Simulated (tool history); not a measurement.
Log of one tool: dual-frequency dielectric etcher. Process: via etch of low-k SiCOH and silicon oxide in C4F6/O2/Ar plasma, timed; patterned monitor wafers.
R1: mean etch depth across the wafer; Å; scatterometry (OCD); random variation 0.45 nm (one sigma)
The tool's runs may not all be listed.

Run 1, hour 0: source power (W) 320, bias power (W) 229, etch time (s) 38.5. Result: R1 973.25 Å.
Run 2, hour 7.4: source power (W) 320, bias power (W) 229, etch time (s) 34.5. Result: R1 875.1 Å.
Run 3, hour 14.7: source power (W) 340, bias power (W) 235, etch time (s) 34.5. Result: R1 883.93 Å.
Run 4, hour 17.2: source power (W) 390, bias power (W) 235, etch time (s) 34.5. Result: R1 916.17 Å.
Run 5, hour 19.4: source power (W) 390, bias power (W) 235, etch time (s) 34.5. Result: R1 911.67 Å.
Run 6, hour 21.3: source power (W) 390, bias power (W) 248, etch time (s) 35. Result: R1 939.8 Å.
Run 7, hour 27.2: source power (W) 450, bias power (W) 292, etch time (s) 35.5. Result: R1 1033.4 Å.
Run 8, hour 29.8: source power (W) 450, bias power (W) 316, etch time (s) 36.5. Result: R1 1093.9 Å.

The next listed run, before its measurement:
Run 9, hour 33.5: source power (W) 450, bias power (W) 315, etch time (s) 36.5. Result: R1 ?.

Run 9 gave R1 1092.2 Å.
